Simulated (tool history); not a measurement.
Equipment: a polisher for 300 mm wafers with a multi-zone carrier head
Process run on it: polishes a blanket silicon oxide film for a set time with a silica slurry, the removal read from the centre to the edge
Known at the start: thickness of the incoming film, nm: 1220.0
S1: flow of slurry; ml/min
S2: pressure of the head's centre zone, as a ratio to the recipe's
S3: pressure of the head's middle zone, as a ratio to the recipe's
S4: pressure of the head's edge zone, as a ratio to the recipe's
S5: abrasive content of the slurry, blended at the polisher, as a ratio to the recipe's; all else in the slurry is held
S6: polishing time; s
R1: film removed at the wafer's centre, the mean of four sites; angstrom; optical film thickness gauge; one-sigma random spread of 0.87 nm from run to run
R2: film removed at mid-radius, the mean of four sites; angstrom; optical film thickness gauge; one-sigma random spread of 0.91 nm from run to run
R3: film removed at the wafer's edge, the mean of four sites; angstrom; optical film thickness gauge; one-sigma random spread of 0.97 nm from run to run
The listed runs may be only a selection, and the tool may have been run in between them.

| run | hour | S1 | S2 | S3 | S4 | S5 | S6 | R1 | R2 | R3 |
|---|---|---|---|---|---|---|---|---|---|---|
| 1 | 0.0 | 225 | 1.00 | 1.00 | 1.00 | 1.00 | 31 | 990.5 | 949.80 | 936.75 |
| 2 | 8.9 | 265 | 1.00 | 1.00 | 1.00 | 1.00 | 31 | 1030.3 | 967.83 | 940.74 |
| 3 | 17.2 | 260 | 1.00 | 1.02 | 1.03 | 1.05 | 31 | 1045.3 | 995.04 | 994.58 |
| 4 | 24.5 | 260 | 1.00 | 1.02 | 1.03 | 1.05 | 35 | 1178.3 | 1131.10 | 1121.80 |
| 5 | 26.6 | 310 | 1.00 | 1.02 | 1.03 | 1.05 | 35 | 1195.5 | 1136.10 | 1133.10 |
| 6 | 32.9 | 310 | 0.99 | 1.04 | 1.04 | 1.05 | 35 | 1206.5 | 1159.90 | 1113.80 |
| 7 | 36.2 | 300 | 0.98 | 1.05 | 1.06 | 1.05 | 35 | 1173.2 | 1169.40 | 1136.20 |

Estimate the outcome of run 8 from the log above:
|  | 42.4 | centre zone pressure recalibrated |
| 8 | 42.4 | 335 | 0.94 | 1.12 | 1.12 | 1.10 | 35 | ? | ? | ? |

{"run 8": {"R1": 1116.2, "R2": 1230.2, "R3": 1190.8}}

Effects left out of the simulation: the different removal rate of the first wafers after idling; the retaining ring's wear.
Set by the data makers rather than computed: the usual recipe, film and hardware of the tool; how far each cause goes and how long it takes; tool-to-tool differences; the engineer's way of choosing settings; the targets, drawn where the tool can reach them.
